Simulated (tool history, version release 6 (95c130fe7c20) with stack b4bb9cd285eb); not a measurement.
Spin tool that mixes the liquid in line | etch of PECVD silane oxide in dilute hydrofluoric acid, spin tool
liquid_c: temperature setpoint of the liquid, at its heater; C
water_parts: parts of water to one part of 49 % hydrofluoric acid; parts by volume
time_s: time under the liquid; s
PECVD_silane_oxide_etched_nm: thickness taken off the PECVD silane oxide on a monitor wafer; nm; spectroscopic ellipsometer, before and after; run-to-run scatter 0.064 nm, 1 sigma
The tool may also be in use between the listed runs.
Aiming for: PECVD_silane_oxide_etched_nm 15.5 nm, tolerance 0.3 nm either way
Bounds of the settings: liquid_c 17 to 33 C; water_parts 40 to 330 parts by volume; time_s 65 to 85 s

run,hour,liquid_c,water_parts,time_s,PECVD_silane_oxide_etched_nm
1,0,25,185,85,7.9356
2,3.7,27.5,165,85,9.9824
3,9.4,27.5,165,85,9.9709
4,11.6,27.5,110,85,15.941
5,18.6,30,110,85,17.546
6,19.9,29,110,85,16.918
7,21,28.5,110,85,16.499
8,23.5,28,110,85,16.48
# hour 31.7: thermometer replaced
9,31.7,26,110,85,16.587
10,35.5,25.5,110,85,16.326

Exercise: of the 4 proposed moves below, exactly one satisfies all targets within the stated allowed misses. Which move is it?
A,39.3,23,95,85,?
B,39.3,26,105,85,?
C,39.3,28.5,110,80,?
D,39.3,27,120,85,?

move,PECVD_silane_oxide_etched_nm
A,17.309
B,17.409
C,17.097
D,15.528
A: moves away from the targets compared with the last run
B: moves away from the targets compared with the last run
C: moves away from the targets compared with the last run
D: every result lands within tolerance
The right move is D.
